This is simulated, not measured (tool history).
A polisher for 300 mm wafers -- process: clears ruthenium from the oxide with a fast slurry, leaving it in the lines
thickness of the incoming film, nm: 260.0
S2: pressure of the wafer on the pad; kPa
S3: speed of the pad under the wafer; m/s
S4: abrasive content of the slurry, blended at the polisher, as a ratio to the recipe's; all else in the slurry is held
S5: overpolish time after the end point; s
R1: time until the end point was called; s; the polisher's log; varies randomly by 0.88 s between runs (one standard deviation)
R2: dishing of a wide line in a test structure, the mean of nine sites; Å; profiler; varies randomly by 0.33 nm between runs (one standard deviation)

Run 1, day 0: flow of slurry (ml/min) 270, S2 23.4 kPa, S3 0.96 m/s, S4 1, S5 11 s. Result: R1 62.639 s, R2 404.03 Å.
Run 2, day 0.029: flow of slurry (ml/min) 270, S2 23.4 kPa, S3 0.96 m/s, S4 0.9, S5 11 s. Result: R1 63.505 s, R2 390.52 Å.
Run 3, day 0.246: flow of slurry (ml/min) 270, S2 23.4 kPa, S3 0.96 m/s, S4 1.1, S5 11 s. Result: R1 57.955 s, R2 406.84 Å.
Run 4, day 0.454: flow of slurry (ml/min) 270, S2 23.4 kPa, S3 0.96 m/s, S4 0.9, S5 11 s. Result: R1 64.46 s, R2 380.1 Å.
Run 5, day 0.717: flow of slurry (ml/min) 270, S2 23.4 kPa, S3 1.12 m/s, S4 0.9, S5 11 s. Result: R1 54.564 s, R2 441.1 Å.
Run 6, day 0.892: flow of slurry (ml/min) 270, S2 23.4 kPa, S3 1.26 m/s, S4 0.9, S5 11 s. Result: R1 49.554 s, R2 487.67 Å.
Run 7, day 1.038: flow of slurry (ml/min) 270, S2 22.1 kPa, S3 1.26 m/s, S4 0.9, S5 11 s. Result: R1 50.977 s, R2 461.54 Å.
Run 8, day 1.204: flow of slurry (ml/min) 270, S2 20.7 kPa, S3 1.26 m/s, S4 0.9, S5 11 s. Result: R1 55.349 s, R2 432.69 Å.
Run 9, day 1.567: flow of slurry (ml/min) 270, S2 20 kPa, S3 1.26 m/s, S4 0.9, S5 11 s. Result: R1 57.549 s, R2 421.75 Å.
Run 10, day 1.742: flow of slurry (ml/min) 270, S2 19.3 kPa, S3 1.26 m/s, S4 0.9, S5 11 s. Result: R1 59.539 s, R2 412.75 Å.
Run 11, day 2: flow of slurry (ml/min) 270, S2 18.6 kPa, S3 1.26 m/s, S4 0.9, S5 11 s. Result: R1 61.762 s, R2 411.35 Å.
Run 12, day 2.158: flow of slurry (ml/min) 270, S2 17.9 kPa, S3 1.26 m/s, S4 0.9, S5 11 s. Result: R1 63.928 s, R2 385.81 Å.
Run 13, day 2.521: flow of slurry (ml/min) 270, S2 17.2 kPa, S3 1.26 m/s, S4 0.9, S5 11 s. Result: R1 66.686 s, R2 380.92 Å.
Run 14, day 2.625: flow of slurry (ml/min) 270, S2 16.5 kPa, S3 1.26 m/s, S4 0.9, S5 11 s. Result: R1 67.574 s, R2 364.36 Å.

Run 15 is up next; what results do you expect?
Run 15, day 2.762: flow of slurry (ml/min) 270, S2 15.9 kPa, S3 1.26 m/s, S4 0.9, S5 11 s. Result: R1 ?, R2 ?.

For run 15 the tool returned R1 70.868 s, R2 347.45 Å.

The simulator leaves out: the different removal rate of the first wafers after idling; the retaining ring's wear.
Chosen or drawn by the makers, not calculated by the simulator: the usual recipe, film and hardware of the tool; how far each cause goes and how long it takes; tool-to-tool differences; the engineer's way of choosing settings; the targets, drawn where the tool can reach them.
